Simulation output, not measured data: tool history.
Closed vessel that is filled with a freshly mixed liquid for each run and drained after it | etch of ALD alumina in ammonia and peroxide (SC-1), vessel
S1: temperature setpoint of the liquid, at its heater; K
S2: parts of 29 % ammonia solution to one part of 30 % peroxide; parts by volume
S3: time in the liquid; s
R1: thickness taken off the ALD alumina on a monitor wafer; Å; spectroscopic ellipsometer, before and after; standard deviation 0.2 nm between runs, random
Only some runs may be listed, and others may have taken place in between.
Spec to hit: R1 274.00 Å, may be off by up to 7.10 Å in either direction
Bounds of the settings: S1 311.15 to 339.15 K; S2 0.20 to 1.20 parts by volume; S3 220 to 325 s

run 1 hour=0.0 | S1=323.15 S2=0.70 S3=325 | R1=237.22
run 2 hour=2.9 | S1=323.15 S2=0.70 S3=220 | R1=160.18
run 3 hour=10.8 | S1=318.15 S2=0.70 S3=220 | R1=121.46
run 4 hour=19.3 | S1=320.15 S2=0.70 S3=220 | R1=134.94
run 5 hour=25.3 | S1=321.65 S2=0.70 S3=220 | R1=148.58
run 6 hour=34.2 | S1=317.65 S2=0.70 S3=220 | R1=117.98
run 7 hour=36.8 | S1=325.65 S2=0.75 S3=225 | R1=187.72
run 8 hour=38.3 | S1=326.65 S2=0.75 S3=225 | R1=200.48
run 9 hour=46.9 | S1=327.65 S2=0.75 S3=225 | R1=211.66
run 10 hour=53.0 | S1=328.65 S2=0.75 S3=225 | R1=224.53
run 11 hour=56.4 | S1=329.15 S2=0.75 S3=225 | R1=230.79
run 12 hour=62.3 | S1=329.65 S2=0.75 S3=225 | R1=234.93

Exactly one of the 4 candidate moves below puts every result within its allowed miss. Which one?
run A hour=68.2 | S1=326.65 S2=0.55 S3=300 | R1=?
run B hour=68.2 | S1=327.15 S2=0.85 S3=295 | R1=?
run C hour=68.2 | S1=327.65 S2=0.70 S3=310 | R1=?
run D hour=68.2 | S1=327.15 S2=0.75 S3=325 | R1=?

move=A R1=258.18
move=B R1=271.74
move=C R1=287.94
move=D R1=295.85
A: moves toward the targets from the last run without getting all of them in spec
B: each result inside its tolerance
C: pushes the last run's worst result past its target
D: pushes the last run's worst result past its target
B is the move that brings every result within its allowed miss.

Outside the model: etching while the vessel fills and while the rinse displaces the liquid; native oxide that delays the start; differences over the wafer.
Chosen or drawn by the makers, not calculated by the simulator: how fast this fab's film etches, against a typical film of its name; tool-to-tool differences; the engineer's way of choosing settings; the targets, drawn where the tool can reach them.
